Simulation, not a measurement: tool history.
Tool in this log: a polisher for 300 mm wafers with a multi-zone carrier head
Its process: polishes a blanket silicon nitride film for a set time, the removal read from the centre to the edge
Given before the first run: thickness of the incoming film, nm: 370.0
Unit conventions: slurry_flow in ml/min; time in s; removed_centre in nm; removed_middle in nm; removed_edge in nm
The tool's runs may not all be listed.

| run | hour | slurry_flow | centre_zone | middle_zone | edge_zone | time | removed_centre | removed_middle | removed_edge |
|---|---|---|---|---|---|---|---|---|---|
| 1 | 0 | 125 | 1 | 1 | 1 | 51 | 61.474 | 62.818 | 63.43 |
| 2 | 4.9 | 120 | 0.99 | 0.99 | 0.98 | 48 | 56.792 | 59.289 | 58.548 |
| 3 | 11.5 | 115 | 0.98 | 0.98 | 0.97 | 46 | 52.99 | 55.108 | 55.219 |
| 4 | 12.1 | 110 | 0.97 | 0.97 | 0.96 | 44 | 49.951 | 50.337 | 51.991 |
| 5 | 18.9 | 110 | 0.96 | 0.97 | 0.95 | 43 | 47.253 | 49.842 | 51.128 |
| 6 | 21.3 | 110 | 0.96 | 0.97 | 0.94 | 41 | 46.387 | 46.637 | 47.909 |
| 7 | 22.4 | 110 | 0.95 | 0.97 | 0.93 | 40 | 44.037 | 46.197 | 47.301 |
| 8 | 25.5 | 110 | 0.95 | 0.97 | 0.92 | 39 | 43.307 | 45.084 | 45.166 |

Run 9 comes next. What will it give?
| 9 | 30.3 | 110 | 0.94 | 0.97 | 0.91 | 38 | ? | ? | ? |

removed_centre: 41.461 nm
removed_middle: 43.804 nm
removed_edge: 44.052 nm
